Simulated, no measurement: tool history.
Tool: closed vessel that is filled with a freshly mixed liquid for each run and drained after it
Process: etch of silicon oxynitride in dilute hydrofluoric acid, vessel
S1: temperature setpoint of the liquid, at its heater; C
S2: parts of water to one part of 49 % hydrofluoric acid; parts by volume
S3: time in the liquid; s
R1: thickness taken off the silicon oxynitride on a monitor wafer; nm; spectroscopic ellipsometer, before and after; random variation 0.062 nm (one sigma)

run  hour    S1  S2  S3      R1
  1     0    20  80  60  2.1882
  2   3.9  21.5  65  60  2.9397
  3     9  21.5  65  45   2.189
  4  14.6    23  55  50  3.1332
  5  15.1  20.5  55  50  2.7954
  6  20.6  22.5  55  50  3.0779
  7  27.6  23.5  45  50  3.9042
     31.4  -- hydrofluoric acid flow meter replaced
  8  31.4  24.5  40  50  4.3044
  9  37.2    25  35  50  5.0461
 10  41.6    28  25  50  8.2866

Run 11 comes next. What will it give?
 11  45.7  27.5  25  50   ?

R1: 8.1413 nm
